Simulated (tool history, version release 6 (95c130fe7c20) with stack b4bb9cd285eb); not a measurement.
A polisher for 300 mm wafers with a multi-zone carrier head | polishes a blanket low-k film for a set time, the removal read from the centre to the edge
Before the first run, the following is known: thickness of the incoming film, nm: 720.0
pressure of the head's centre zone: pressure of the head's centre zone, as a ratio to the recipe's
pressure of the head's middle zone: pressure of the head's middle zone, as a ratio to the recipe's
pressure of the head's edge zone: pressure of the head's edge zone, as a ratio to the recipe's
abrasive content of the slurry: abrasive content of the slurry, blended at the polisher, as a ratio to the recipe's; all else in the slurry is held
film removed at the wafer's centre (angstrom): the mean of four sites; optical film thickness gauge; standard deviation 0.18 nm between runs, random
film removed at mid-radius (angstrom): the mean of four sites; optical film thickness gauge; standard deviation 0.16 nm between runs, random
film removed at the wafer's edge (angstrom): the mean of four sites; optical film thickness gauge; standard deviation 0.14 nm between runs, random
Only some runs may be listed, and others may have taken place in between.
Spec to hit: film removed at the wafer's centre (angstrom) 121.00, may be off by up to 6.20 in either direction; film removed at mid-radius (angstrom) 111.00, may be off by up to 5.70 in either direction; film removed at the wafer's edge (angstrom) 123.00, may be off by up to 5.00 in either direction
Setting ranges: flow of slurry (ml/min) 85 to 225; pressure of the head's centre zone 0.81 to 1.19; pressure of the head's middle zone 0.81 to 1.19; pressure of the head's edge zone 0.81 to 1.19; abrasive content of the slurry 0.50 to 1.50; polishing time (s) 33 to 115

run    day  flow of slurry (ml/min)  pressure of the head's centre zone  pressure of the head's middle zone  pressure of the head's edge zone  abrasive content of the slurry  polishing time (s)  film removed at the wafer's centre (angstrom)  film removed at mid-radius (angstrom)  film removed at the wafer's edge (angstrom)
  1  0.000                      145                                1.00                                1.00                              1.00                            1.00                  73                                         146.62                                 171.12                                       170.42
  2  0.279                      145                                1.00                                0.96                              1.00                            1.00                  73                                         147.23                                 170.50                                       170.67
  3  0.358                      140                                1.02                                0.94                              1.00                            0.95                  72                                         145.40                                 156.51                                       164.13
  4  0.408                      140                                1.02                                0.93                              0.99                            0.90                  72                                         139.86                                 152.05                                       154.77
  5  0.483                      140                                1.02                                0.97                              0.99                            0.90                  72                                         140.04                                 154.27                                       157.20
     0.729  -- centre zone pressure recalibrated
  6  0.729                      140                                1.08                                0.97                              0.99                            0.90                  72                                         167.67                                 153.74                                       158.11
  7  1.100                      115                                1.03                                0.87                              0.91                            0.65                  70                                         114.33                                 105.00                                       112.83
  8  1.438                      115                                1.03                                0.87                              0.92                            0.65                  70                                         117.66                                 103.43                                       112.76
  9  1.808                      115                                1.03                                0.87                              0.93                            0.65                  70                                         117.08                                 106.45                                       113.46

Of the 4 settings listed for the next run, only one would bring every result within its allowed miss of target. Which one?
  A  2.179                      115                                0.93                                0.81                              0.97                            0.90                  63                                              ?                                      ?                                            ?
  B  2.179                      120                                0.92                                0.86                              1.01                            0.75                  73                                              ?                                      ?                                            ?
  C  2.179                      115                                0.88                                0.86                              0.96                            0.80                  63                                              ?                                      ?                                            ?
  D  2.179                       90                                1.06                                0.91                              0.99                            1.00                  57                                              ?                                      ?                                            ?

move  film removed at the wafer's centre (angstrom)  film removed at mid-radius (angstrom)  film removed at the wafer's edge (angstrom)
   A                                         121.07                                 110.23                                       134.03
   B                                         124.13                                 119.62                                       140.66
   C                                         106.09                                 107.09                                       123.51
   D                                         124.16                                 109.54                                       124.76
A: moves the result that the last run missed by most past its target, out the other side
B: moves the result that the last run missed by most past its target, out the other side
C: the furthest-off result lands on target, but another misses its tolerance
D: all results land within tolerance of their targets
The move that meets every target is D.

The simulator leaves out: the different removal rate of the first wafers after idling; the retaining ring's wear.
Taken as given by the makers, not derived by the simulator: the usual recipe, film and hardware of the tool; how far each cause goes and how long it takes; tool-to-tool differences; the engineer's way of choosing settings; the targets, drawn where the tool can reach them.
